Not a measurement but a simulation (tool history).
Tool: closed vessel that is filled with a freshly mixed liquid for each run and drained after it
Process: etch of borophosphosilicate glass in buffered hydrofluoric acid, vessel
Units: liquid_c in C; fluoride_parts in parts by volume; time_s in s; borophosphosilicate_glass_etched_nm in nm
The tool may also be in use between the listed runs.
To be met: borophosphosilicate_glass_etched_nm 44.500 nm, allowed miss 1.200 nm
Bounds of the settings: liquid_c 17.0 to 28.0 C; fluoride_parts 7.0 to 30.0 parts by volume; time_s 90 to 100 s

run,hour,liquid_c,fluoride_parts,time_s,borophosphosilicate_glass_etched_nm
1,0.0,20.0,19.0,90,56.733
2,3.7,23.5,19.0,90,68.835
3,10.1,22.0,19.5,90,61.839
4,17.7,22.0,16.0,90,76.220
5,21.2,24.5,16.0,90,86.567
6,25.0,23.0,17.0,90,74.890
7,26.5,21.5,18.0,90,64.788
8,33.3,20.5,18.5,90,59.769
9,34.7,19.5,19.0,90,55.638
10,40.4,19.0,19.5,90,52.006
11,42.4,18.5,19.5,90,51.629
12,44.1,18.0,20.0,90,48.436
13,48.4,17.5,20.5,90,45.972

Which of these 4 next moves meets every target?
A,52.7,18.0,21.0,90,?
B,52.7,18.5,22.0,90,?
C,52.7,17.0,20.5,90,?
D,52.7,17.5,21.5,95,?

move,borophosphosilicate_glass_etched_nm
A,46.609
B,46.413
C,44.795
D,47.056
A: further off than the last run
B: further off than the last run
C: meets every target
D: further off than the last run
Move C is the one to make.
